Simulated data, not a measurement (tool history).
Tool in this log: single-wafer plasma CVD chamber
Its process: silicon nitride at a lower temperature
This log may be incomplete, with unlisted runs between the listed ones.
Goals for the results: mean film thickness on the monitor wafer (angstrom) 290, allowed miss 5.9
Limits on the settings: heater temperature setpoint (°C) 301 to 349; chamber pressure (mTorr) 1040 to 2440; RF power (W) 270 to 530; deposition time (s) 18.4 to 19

run,hour,heater temperature setpoint (°C),chamber pressure (mTorr),RF power (W),deposition time (s),mean film thickness on the monitor wafer (angstrom)
1,0,325,1740,400,18.4,265.93
2,2.8,325,1900,400,18.4,273.73
3,5.1,325,1950,400,18.4,274.67
4,11.9,325,2000,400,18.4,278.78
5,12.7,325,2030,400,18.4,280.04
6,19.5,331,2030,400,18.4,277.76
7,26.7,331,2070,400,18.4,280.8
8,33.1,331,2070,400,18.4,280.25
9,36,331,2100,400,18.4,281.78
10,40.3,331,2120,400,18.4,282.82
11,49.2,331,2140,400,18.4,283.11
12,55.4,331,2140,400,18.4,283.07

Of the 5 settings listed for the next run, only one would bring every result within its allowed miss of target. Which one?
A,61.6,327,1970,395,18.4,?
B,61.6,332,2000,390,18.4,?
C,61.6,333,2150,390,19,?
D,61.6,330,2140,390,18.4,?
E,61.6,328,2070,380,18.4,?

move,mean film thickness on the monitor wafer (angstrom)
A,273.81
B,272.29
C,287.71
D,278.57
E,270.76
A: the biggest miss grows against the last run
B: the biggest miss grows against the last run
C: all results in spec
D: the biggest miss grows against the last run
E: the biggest miss grows against the last run
So the answer is move C, the one that meets all the targets.

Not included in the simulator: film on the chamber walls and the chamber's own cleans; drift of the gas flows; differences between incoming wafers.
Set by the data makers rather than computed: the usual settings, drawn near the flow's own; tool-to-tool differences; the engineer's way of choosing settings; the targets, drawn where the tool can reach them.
